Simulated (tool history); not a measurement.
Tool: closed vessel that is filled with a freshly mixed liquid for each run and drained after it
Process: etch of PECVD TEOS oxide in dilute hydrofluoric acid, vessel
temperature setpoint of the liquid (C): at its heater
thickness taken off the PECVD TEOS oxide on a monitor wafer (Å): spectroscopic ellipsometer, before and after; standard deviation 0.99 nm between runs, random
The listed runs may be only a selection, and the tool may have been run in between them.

run	hour	temperature setpoint of the liquid (C)	parts of water to one part of 49 % hydrofluoric acid (parts by volume)	time in the liquid (s)	thickness taken off the PECVD TEOS oxide on a monitor wafer (Å)
1	0.0	22.0	190	1170	950.98
2	7.4	24.0	190	1170	1029.80
3	14.1	24.0	125	1170	1683.10
4	23.2	24.0	90	1170	2427.20
5	24.6	22.0	100	1170	1954.60
6	25.6	24.0	100	1170	2141.80
7	29.4	24.0	100	1170	2139.30
8	32.7	22.0	105	1170	1866.20
9	40.9	20.5	105	1170	1770.10

Run 10 is up next; what results do you expect?
# hour 46.3: hydrofluoric acid flow meter replaced
10	46.3	19.5	105	1170	?

thickness taken off the PECVD TEOS oxide on a monitor wafer (Å): 1521.70

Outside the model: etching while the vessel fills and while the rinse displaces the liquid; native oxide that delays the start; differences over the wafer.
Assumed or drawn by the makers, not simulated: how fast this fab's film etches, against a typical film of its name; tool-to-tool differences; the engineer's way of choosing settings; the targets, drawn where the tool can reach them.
